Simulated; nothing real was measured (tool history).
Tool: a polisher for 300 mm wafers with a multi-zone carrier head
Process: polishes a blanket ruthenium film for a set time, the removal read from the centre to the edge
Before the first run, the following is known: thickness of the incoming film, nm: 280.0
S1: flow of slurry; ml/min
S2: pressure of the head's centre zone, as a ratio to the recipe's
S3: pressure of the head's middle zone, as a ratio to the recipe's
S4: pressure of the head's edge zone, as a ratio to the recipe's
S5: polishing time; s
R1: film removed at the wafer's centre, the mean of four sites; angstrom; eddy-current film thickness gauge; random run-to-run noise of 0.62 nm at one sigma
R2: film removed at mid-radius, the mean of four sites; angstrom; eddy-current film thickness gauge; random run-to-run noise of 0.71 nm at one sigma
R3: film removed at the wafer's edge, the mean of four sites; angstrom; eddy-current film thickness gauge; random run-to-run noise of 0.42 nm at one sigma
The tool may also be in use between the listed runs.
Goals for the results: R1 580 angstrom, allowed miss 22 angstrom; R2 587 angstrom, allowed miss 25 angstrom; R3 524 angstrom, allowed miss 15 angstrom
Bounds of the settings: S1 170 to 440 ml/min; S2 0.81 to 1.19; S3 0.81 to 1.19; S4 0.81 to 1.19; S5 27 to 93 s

{"run": 1, "day": 0.0, "S1": 280, "S2": 1, "S3": 1, "S4": 1, "S5": 59, "R1": 701.15, "R2": 689.46, "R3": 714.24}
{"run": 2, "day": 0.108, "S1": 280, "S2": 1.01, "S3": 1.02, "S4": 0.96, "S5": 55, "R1": 655.36, "R2": 640.22, "R3": 650.35}
{"run": 3, "day": 0.158, "S1": 280, "S2": 1.02, "S3": 1.05, "S4": 0.92, "S5": 53, "R1": 634.85, "R2": 649.24, "R3": 623.16}
{"run": 4, "day": 0.425, "S1": 350, "S2": 1.02, "S3": 1.05, "S4": 0.92, "S5": 53, "R1": 655.62, "R2": 656.53, "R3": 630.49}
{"run": 5, "day": 0.55, "S1": 350, "S2": 1.02, "S3": 1.1, "S4": 0.92, "S5": 53, "R1": 657.69, "R2": 683.74, "R3": 618.94}
{"run": 6, "day": 0.625, "S1": 350, "S2": 1.02, "S3": 1.1, "S4": 0.86, "S5": 53, "R1": 651.78, "R2": 699.37, "R3": 597.48}
{"run": 7, "day": 0.758, "S1": 350, "S2": 1.02, "S3": 1.08, "S4": 0.85, "S5": 51, "R1": 629.71, "R2": 657.96, "R3": 588.43}
{"run": 8, "day": 0.788, "S1": 350, "S2": 1.03, "S3": 1.08, "S4": 0.84, "S5": 49, "R1": 599.87, "R2": 643.28, "R3": 554.86}
{"run": 9, "day": 1.15, "S1": 310, "S2": 1.05, "S3": 1, "S4": 0.81, "S5": 47, "R1": 579.62, "R2": 562.53, "R3": 521.29}
{"run": 10, "day": 1.342, "S1": 310, "S2": 1.05, "S3": 1.01, "S4": 0.81, "S5": 47, "R1": 571.99, "R2": 560.21, "R3": 511.69}
{"run": 11, "day": 1.421, "S1": 310, "S2": 1.05, "S3": 1.01, "S4": 0.81, "S5": 47, "R1": 583.02, "R2": 551.19, "R3": 515.22}

4 next moves are on the table. One of them brings every result within its allowed miss. Which?
{"run": "A", "day": 1.5, "S1": 285, "S2": 1.04, "S3": 1.05, "S4": 0.81, "S5": 48, "R1": "?", "R2": "?", "R3": "?"}
{"run": "B", "day": 1.5, "S1": 375, "S2": 1.11, "S3": 1.02, "S4": 0.81, "S5": 44, "R1": "?", "R2": "?", "R3": "?"}
{"run": "C", "day": 1.5, "S1": 315, "S2": 1.13, "S3": 0.91, "S4": 0.81, "S5": 46, "R1": "?", "R2": "?", "R3": "?"}
{"run": "D", "day": 1.5, "S1": 315, "S2": 1.07, "S3": 0.84, "S4": 0.87, "S5": 48, "R1": "?", "R2": "?", "R3": "?"}

move=A R1=585.82 R2=596.71 R3=530.55
move=B R1=585.05 R2=547.57 R3=496.29
move=C R1=610.25 R2=512.11 R3=513.45
move=D R1=606.67 R2=500.29 R3=553.55
A: each result inside its tolerance
B: misses by more than the last run did
C: misses by more than the last run did
D: misses by more than the last run did
Answer: A
